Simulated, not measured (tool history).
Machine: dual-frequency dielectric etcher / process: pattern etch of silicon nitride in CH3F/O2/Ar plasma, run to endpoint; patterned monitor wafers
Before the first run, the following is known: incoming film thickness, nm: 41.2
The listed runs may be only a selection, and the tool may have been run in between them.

| run | hour | source power (kW) | bias power (kW) | endpoint time (s) |
|---|---|---|---|---|
| 1 | 0 | 0.5 | 0.096 | 48.702 |
| 2 | 8.6 | 0.53 | 0.098 | 48.251 |
| 3 | 13 | 0.53 | 0.104 | 46.71 |
| 4 | 17.9 | 0.45 | 0.104 | 50.108 |
| 5 | 22.9 | 0.49 | 0.107 | 48.192 |
| 6 | 30.8 | 0.52 | 0.109 | 47.037 |
| 7 | 32 | 0.54 | 0.111 | 45.734 |

Run 8 has not been measured yet. What should we expect?
| 8 | 36.9 | 0.54 | 0.111 | ? |

Logged for run 8: endpoint time (s) 45.954.
